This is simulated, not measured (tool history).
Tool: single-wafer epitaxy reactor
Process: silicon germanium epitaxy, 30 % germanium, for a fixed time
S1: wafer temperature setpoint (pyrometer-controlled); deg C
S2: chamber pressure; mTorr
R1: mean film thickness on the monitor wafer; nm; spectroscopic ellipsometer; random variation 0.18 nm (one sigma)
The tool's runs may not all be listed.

Run 1, hour 0.0: S1 600 deg C, S2 20700 mTorr. Result: R1 59.698 nm.
Run 2, hour 3.2: S1 597 deg C, S2 20600 mTorr. Result: R1 56.205 nm.
Run 3, hour 12.1: S1 595 deg C, S2 20600 mTorr. Result: R1 53.795 nm.
Run 4, hour 16.6: S1 595 deg C, S2 23500 mTorr. Result: R1 57.180 nm.
Run 5, hour 24.6: S1 603 deg C, S2 23500 mTorr. Result: R1 67.247 nm.
Run 6, hour 29.7: S1 603 deg C, S2 25900 mTorr. Result: R1 70.053 nm.
Run 7, hour 38.7: S1 598 deg C, S2 25800 mTorr. Result: R1 63.182 nm.
Run 8, hour 40.5: S1 595 deg C, S2 25700 mTorr. Result: R1 58.903 nm.
Run 9, hour 48.2: S1 593 deg C, S2 25700 mTorr. Result: R1 56.789 nm.
Run 10, hour 50.7: S1 593 deg C, S2 25700 mTorr. Result: R1 56.753 nm.
Run 11, hour 58.2: S1 591 deg C, S2 25700 mTorr. Result: R1 54.442 nm.
Run 12, hour 62.2: S1 590 deg C, S2 25700 mTorr. Result: R1 53.169 nm.
Run 13, hour 67.5: S1 589 deg C, S2 25700 mTorr. Result: R1 52.491 nm.
Run 14, hour 71.0: S1 588 deg C, S2 25700 mTorr. Result: R1 51.155 nm.

Run 15 comes next. What will it give?
Run 15, hour 72.2: S1 585 deg C, S2 25600 mTorr. Result: R1 ?.

Run 15 gave R1 47.797 nm.
